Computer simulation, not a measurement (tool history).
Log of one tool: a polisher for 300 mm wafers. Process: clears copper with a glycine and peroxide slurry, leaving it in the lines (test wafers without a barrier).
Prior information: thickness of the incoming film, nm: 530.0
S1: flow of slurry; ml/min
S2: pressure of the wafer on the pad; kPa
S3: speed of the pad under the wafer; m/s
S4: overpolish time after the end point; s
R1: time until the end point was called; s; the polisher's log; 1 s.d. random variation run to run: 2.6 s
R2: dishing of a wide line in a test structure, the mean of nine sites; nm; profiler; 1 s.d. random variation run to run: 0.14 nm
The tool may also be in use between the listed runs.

run  hour   S1    S2    S3  S4      R1      R2
  1   0.0  225  13.1  0.98   9  147.47  21.670
  2   6.9  225  13.1  0.82   9  167.92  19.499
  3  14.9  225  13.1  0.82   7  168.98  15.693
  4  17.7  225  13.1  0.82  10  166.39  21.325
  5  24.3  230  12.4  0.80   9  178.83  18.493
  6  28.8  230  15.9  0.80   9  148.83  22.035
  7  35.2  230  14.5  0.80   8  163.14  18.456
  8  35.9  230  13.1  0.80   7  171.50  15.248
  9  36.6  230  13.1  0.80   7  174.46  15.469
 10  42.0  230  12.4  0.80   7  180.98  14.703

For run 11, what comes out?
 11  47.6  230  11.7  0.80   7   ?   ?

{"run 11": {"R1": 187.08, "R2": 13.876}}
